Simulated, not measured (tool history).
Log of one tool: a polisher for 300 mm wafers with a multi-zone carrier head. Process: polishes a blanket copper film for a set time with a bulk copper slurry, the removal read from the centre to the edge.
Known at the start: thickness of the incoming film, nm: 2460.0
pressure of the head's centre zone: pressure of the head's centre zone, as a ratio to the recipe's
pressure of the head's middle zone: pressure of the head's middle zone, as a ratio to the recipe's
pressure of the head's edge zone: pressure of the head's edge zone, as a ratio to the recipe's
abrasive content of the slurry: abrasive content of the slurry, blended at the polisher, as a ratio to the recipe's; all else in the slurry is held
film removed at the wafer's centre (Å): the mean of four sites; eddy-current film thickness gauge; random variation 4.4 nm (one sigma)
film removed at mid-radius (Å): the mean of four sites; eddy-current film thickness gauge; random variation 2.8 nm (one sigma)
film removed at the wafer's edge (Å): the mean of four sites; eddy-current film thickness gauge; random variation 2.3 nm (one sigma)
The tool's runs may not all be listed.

run,hour,flow of slurry (ml/min),pressure of the head's centre zone,pressure of the head's middle zone,pressure of the head's edge zone,abrasive content of the slurry,polishing time (s),film removed at the wafer's centre (Å),film removed at mid-radius (Å),film removed at the wafer's edge (Å)
1,0,130,1,1,1,1,82,4435.8,4430.4,4474
2,1.8,125,1.01,0.98,0.98,0.95,82,4269.2,4203.5,4337.3
3,3.3,125,1.03,0.97,0.96,0.9,82,4370.4,4161.7,4256.1
4,7.6,125,1.06,0.97,0.96,0.9,82,4478.9,4161.2,4199.4
5,10.5,115,1.06,0.97,0.96,0.9,82,4272.9,4121.5,4124.3
6,16.3,85,1.06,0.97,0.96,0.9,82,3882.4,3674.6,3883
7,19,85,1.06,0.97,0.96,0.9,82,3909.1,3674.1,3867.4
8,20.8,85,1.07,0.96,0.95,0.9,82,3843.2,3635.7,3881.1
9,27.9,85,1.08,0.95,0.94,0.85,82,3802.9,3515.5,3777.6
10,34.2,85,1.09,0.94,0.93,0.85,82,3944,3524,3727.9
11,39.4,85,1.09,0.93,0.92,0.85,82,3850.5,3532.9,3738.2
12,43,90,1.18,0.86,0.86,0.6,80,3722.3,2914.6,3162.8
13,51.7,95,1.17,0.86,0.86,0.6,80,3883.7,2940.5,3189.4
14,59.5,95,1.16,0.86,0.87,0.6,80,3741.9,2932.9,3189.6
15,64,95,1.15,0.86,0.88,0.6,80,3712.1,2903.2,3225.7
16,72.4,95,1.14,0.86,0.88,0.6,80,3691,2920.3,3245.3

Run 17 comes next. What will it give?
17,78.7,95,1.13,0.86,0.88,0.6,80,?,?,?

film removed at the wafer's centre (Å): 3625
film removed at mid-radius (Å): 2881.4
film removed at the wafer's edge (Å): 3210.7
